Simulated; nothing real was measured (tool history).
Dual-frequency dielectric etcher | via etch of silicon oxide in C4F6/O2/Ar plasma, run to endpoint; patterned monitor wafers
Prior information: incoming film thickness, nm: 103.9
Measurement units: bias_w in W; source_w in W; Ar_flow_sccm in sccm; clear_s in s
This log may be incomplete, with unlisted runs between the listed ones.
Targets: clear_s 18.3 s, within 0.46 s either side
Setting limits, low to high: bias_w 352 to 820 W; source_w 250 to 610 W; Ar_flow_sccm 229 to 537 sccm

run	hour	bias_w	source_w	Ar_flow_sccm	clear_s
1	0	586	430	383	20.47
2	8.6	614	440	382	20.168
3	13.5	641	450	380	19.896
4	15.7	661	470	376	19.25
5	16.9	661	470	339	19.078
6	25.8	672	470	338	18.99
7	32	682	470	337	18.96
8	35.3	692	470	336	18.906

5 next moves are on the table. One of them brings every result within its allowed miss. Which?
A	38.6	693	480	294	?
B	38.6	717	520	302	?
C	38.6	772	560	357	?
D	38.6	698	520	243	?
E	38.6	682	590	300	?

move	clear_s
A	18.003
B	17.369
C	16.879
D	17.043
E	16.813
A: each result inside its tolerance
B: moves the result that the last run missed by most past its target, out the other side
C: moves the result that the last run missed by most past its target, out the other side
D: moves the result that the last run missed by most past its target, out the other side
E: moves the result that the last run missed by most past its target, out the other side
A is the move that brings every result within its allowed miss.
